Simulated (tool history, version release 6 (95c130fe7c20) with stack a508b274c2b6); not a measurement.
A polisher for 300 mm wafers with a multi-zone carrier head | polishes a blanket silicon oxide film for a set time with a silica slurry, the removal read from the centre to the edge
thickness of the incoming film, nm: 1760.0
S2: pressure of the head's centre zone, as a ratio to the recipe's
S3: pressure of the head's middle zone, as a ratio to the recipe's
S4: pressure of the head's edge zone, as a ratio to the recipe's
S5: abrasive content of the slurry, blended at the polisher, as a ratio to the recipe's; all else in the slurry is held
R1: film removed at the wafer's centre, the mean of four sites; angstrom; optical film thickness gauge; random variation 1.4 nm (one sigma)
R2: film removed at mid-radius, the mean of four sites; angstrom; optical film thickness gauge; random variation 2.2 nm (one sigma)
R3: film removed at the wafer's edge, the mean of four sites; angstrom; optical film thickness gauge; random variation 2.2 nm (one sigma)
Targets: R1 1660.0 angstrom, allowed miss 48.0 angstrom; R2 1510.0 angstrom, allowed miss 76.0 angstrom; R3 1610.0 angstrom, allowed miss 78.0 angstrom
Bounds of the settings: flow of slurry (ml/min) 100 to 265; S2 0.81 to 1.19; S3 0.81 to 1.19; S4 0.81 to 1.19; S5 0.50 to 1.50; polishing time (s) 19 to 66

run 1 hour=0.0 | flow_of_slurry_(ml/min)=170 S2=1.00 S3=1.00 S4=1.00 S5=1.00 polishing_time_(s)=42 | R1=1153.1 R2=1149.8 R3=1174.9
run 2 hour=3.2 | flow_of_slurry_(ml/min)=170 S2=1.00 S3=1.00 S4=1.00 S5=1.15 polishing_time_(s)=42 | R1=1226.5 R2=1224.1 R3=1240.5
run 3 hour=3.8 | flow_of_slurry_(ml/min)=175 S2=1.02 S3=1.00 S4=1.03 S5=1.20 polishing_time_(s)=42 | R1=1289.5 R2=1267.2 R3=1281.2
run 4 hour=8.0 | flow_of_slurry_(ml/min)=175 S2=1.02 S3=0.96 S4=1.03 S5=1.20 polishing_time_(s)=42 | R1=1280.5 R2=1220.5 R3=1297.3
run 5 hour=10.9 | flow_of_slurry_(ml/min)=180 S2=1.03 S3=0.96 S4=1.05 S5=1.25 polishing_time_(s)=42 | R1=1318.8 R2=1234.6 R3=1359.8
run 6 hour=13.5 | flow_of_slurry_(ml/min)=180 S2=1.03 S3=0.96 S4=1.13 S5=1.25 polishing_time_(s)=42 | R1=1327.0 R2=1230.5 R3=1356.6
run 7 hour=22.0 | flow_of_slurry_(ml/min)=190 S2=1.04 S3=0.97 S4=1.13 S5=1.30 polishing_time_(s)=42 | R1=1365.5 R2=1278.4 R3=1420.7
run 8 hour=29.4 | flow_of_slurry_(ml/min)=200 S2=1.06 S3=0.98 S4=1.13 S5=1.35 polishing_time_(s)=42 | R1=1419.6 R2=1297.2 R3=1433.0
run 9 hour=34.9 | flow_of_slurry_(ml/min)=200 S2=1.07 S3=0.99 S4=1.13 S5=1.40 polishing_time_(s)=43 | R1=1481.8 R2=1361.5 R3=1494.8
run 10 hour=43.7 | flow_of_slurry_(ml/min)=200 S2=1.07 S3=0.99 S4=1.13 S5=1.40 polishing_time_(s)=43 | R1=1515.1 R2=1349.6 R3=1473.6
run 11 hour=49.4 | flow_of_slurry_(ml/min)=205 S2=1.07 S3=1.00 S4=1.13 S5=1.40 polishing_time_(s)=43 | R1=1494.8 R2=1407.7 R3=1454.9
run 12 hour=54.7 | flow_of_slurry_(ml/min)=210 S2=1.08 S3=0.99 S4=1.14 S5=1.45 polishing_time_(s)=44 | R1=1583.4 R2=1433.1 R3=1529.9

5 next moves are on the table. One of them brings every result within its allowed miss. Which?
run A hour=60.0 | flow_of_slurry_(ml/min)=235 S2=1.19 S3=1.07 S4=1.07 S5=1.45 polishing_time_(s)=39 | R1=? R2=? R3=?
run B hour=60.0 | flow_of_slurry_(ml/min)=220 S2=1.18 S3=1.03 S4=1.09 S5=1.35 polishing_time_(s)=43 | R1=? R2=? R3=?
run C hour=60.0 | flow_of_slurry_(ml/min)=240 S2=1.16 S3=0.92 S4=1.16 S5=1.50 polishing_time_(s)=44 | R1=? R2=? R3=?
run D hour=60.0 | flow_of_slurry_(ml/min)=265 S2=1.16 S3=1.16 S4=1.11 S5=1.40 polishing_time_(s)=41 | R1=? R2=? R3=?
run E hour=60.0 | flow_of_slurry_(ml/min)=265 S2=1.10 S3=1.02 S4=1.18 S5=1.30 polishing_time_(s)=46 | R1=? R2=? R3=?

move=A R1=1572.4 R2=1364.2 R3=1369.9
move=B R1=1659.2 R2=1407.3 R3=1477.4
move=C R1=1752.7 R2=1374.7 R3=1636.0
move=D R1=1618.0 R2=1540.3 R3=1463.1
move=E R1=1673.6 R2=1507.5 R3=1652.3
A: further off than the last run
B: brings the result that was furthest off to its target, and leaves another outside
C: takes the result that was furthest off past its target
D: brings the result that was furthest off to its target, and leaves another outside
E: meets every target
Move E is the one to make.
